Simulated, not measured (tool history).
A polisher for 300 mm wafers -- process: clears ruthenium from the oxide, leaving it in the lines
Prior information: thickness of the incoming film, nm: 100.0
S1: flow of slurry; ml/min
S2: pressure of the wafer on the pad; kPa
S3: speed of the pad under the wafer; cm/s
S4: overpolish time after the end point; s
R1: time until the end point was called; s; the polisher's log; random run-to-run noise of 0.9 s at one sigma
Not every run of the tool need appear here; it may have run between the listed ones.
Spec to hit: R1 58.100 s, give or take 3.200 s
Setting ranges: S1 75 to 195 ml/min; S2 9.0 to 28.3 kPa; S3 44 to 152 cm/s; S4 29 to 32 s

run 1 hour=0.0 | S1=125 S2=18.6 S3=98 S4=29 | R1=83.791
run 2 hour=2.0 | S1=125 S2=18.6 S3=98 S4=32 | R1=82.331
run 3 hour=4.7 | S1=125 S2=19.3 S3=98 S4=32 | R1=80.511
run 4 hour=12.8 | S1=125 S2=20.0 S3=98 S4=32 | R1=76.542
run 5 hour=21.0 | S1=125 S2=20.7 S3=98 S4=32 | R1=75.310
run 6 hour=23.5 | S1=125 S2=21.4 S3=98 S4=32 | R1=71.650
run 7 hour=29.3 | S1=125 S2=22.1 S3=98 S4=32 | R1=71.748
run 8 hour=30.6 | S1=125 S2=22.8 S3=98 S4=32 | R1=68.182

Next run, 5 choices. One meets every target within its allowed miss, the rest don't. Which?
run A hour=31.9 | S1=140 S2=23.4 S3=84 S4=32 | R1=?
run B hour=31.9 | S1=145 S2=26.2 S3=110 S4=30 | R1=?
run C hour=31.9 | S1=145 S2=26.9 S3=84 S4=29 | R1=?
run D hour=31.9 | S1=125 S2=20.0 S3=130 S4=32 | R1=?
run E hour=31.9 | S1=125 S2=22.8 S3=90 S4=31 | R1=?

move=A R1=76.874
move=B R1=52.750
move=C R1=66.788
move=D R1=60.063
move=E R1=75.735
A: the biggest miss grows against the last run
B: carries the result that was furthest off beyond its target, to the other side
C: moves toward the targets from the last run without getting all of them in spec
D: every result within its allowed miss
E: the biggest miss grows against the last run
So the answer is move D, the one that meets all the targets.

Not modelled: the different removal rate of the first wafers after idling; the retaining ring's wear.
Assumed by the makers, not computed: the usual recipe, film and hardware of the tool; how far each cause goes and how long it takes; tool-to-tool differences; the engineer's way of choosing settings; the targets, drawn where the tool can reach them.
